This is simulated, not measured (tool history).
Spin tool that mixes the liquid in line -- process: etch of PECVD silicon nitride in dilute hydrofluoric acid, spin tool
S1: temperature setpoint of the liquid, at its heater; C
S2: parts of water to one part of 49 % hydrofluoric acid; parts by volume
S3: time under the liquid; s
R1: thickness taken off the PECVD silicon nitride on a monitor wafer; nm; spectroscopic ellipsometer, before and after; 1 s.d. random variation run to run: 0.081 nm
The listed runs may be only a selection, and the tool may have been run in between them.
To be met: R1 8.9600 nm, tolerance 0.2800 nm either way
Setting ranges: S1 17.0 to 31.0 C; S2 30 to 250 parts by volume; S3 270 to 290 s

{"run": 1, "hour": 0.0, "S1": 23.0, "S2": 140, "S3": 270, "R1": 10.88}
{"run": 2, "hour": 2.0, "S1": 22.0, "S2": 140, "S3": 270, "R1": 10.193}
{"run": 3, "hour": 9.9, "S1": 22.0, "S2": 175, "S3": 270, "R1": 8.2293}
{"run": 4, "hour": 13.2, "S1": 22.0, "S2": 200, "S3": 270, "R1": 7.1517}
{"run": 5, "hour": 17.4, "S1": 22.0, "S2": 220, "S3": 270, "R1": 6.4844}
{"run": 6, "hour": 18.8, "S1": 23.5, "S2": 220, "S3": 270, "R1": 7.189}
{"run": 7, "hour": 23.4, "S1": 24.5, "S2": 220, "S3": 270, "R1": 7.5988}
{"run": 8, "hour": 28.2, "S1": 25.5, "S2": 220, "S3": 270, "R1": 8.0308}
{"run": 9, "hour": 32.9, "S1": 26.0, "S2": 220, "S3": 270, "R1": 8.2696}
{"run": 10, "hour": 34.1, "S1": 26.5, "S2": 220, "S3": 270, "R1": 8.4894}

Which one of the following 5 next-run settings gets every result inside its allowed miss? There is exactly one.
{"run": "A", "hour": 35.3, "S1": 25.5, "S2": 200, "S3": 270, "R1": "?"}
{"run": "B", "hour": 35.3, "S1": 25.5, "S2": 215, "S3": 270, "R1": "?"}
{"run": "C", "hour": 35.3, "S1": 25.5, "S2": 245, "S3": 285, "R1": "?"}
{"run": "D", "hour": 35.3, "S1": 26.0, "S2": 235, "S3": 275, "R1": "?"}
{"run": "E", "hour": 35.3, "S1": 24.5, "S2": 225, "S3": 290, "R1": "?"}

move=A R1=8.7600
move=B R1=8.1502
move=C R1=7.5512
move=D R1=7.8326
move=E R1=7.8622
A: each result inside its tolerance
B: its largest miss is bigger than the last run's
C: its largest miss is bigger than the last run's
D: its largest miss is bigger than the last run's
E: its largest miss is bigger than the last run's
Go with A: it meets all targets.
